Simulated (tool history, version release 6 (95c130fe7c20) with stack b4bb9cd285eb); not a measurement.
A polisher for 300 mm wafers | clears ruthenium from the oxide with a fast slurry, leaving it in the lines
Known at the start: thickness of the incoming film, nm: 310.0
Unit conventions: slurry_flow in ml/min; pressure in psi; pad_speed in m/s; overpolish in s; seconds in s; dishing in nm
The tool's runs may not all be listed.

run    day  slurry_flow  pressure  pad_speed  slurry_solids  overpolish  seconds  dishing
  1  0.000          250       2.4       0.78            1.0          15   126.73   27.325
  2  0.346          250       2.4       0.78            1.0          11   129.00   21.325
  3  0.717          225       2.4       0.78            1.0          11   131.72   20.251
  4  0.892          220       2.3       0.78            1.0          13   136.83   23.504
  5  0.933          220       2.3       0.78            0.9          13   146.08   20.717
  6  1.208          220       2.3       0.78            0.9          16   141.94   26.428

Predict the results of run 7:
  7  1.275          215       2.2       0.78            0.9          17        ?        ?

Run 7 yielded seconds 150.76 s, dishing 27.049 nm.
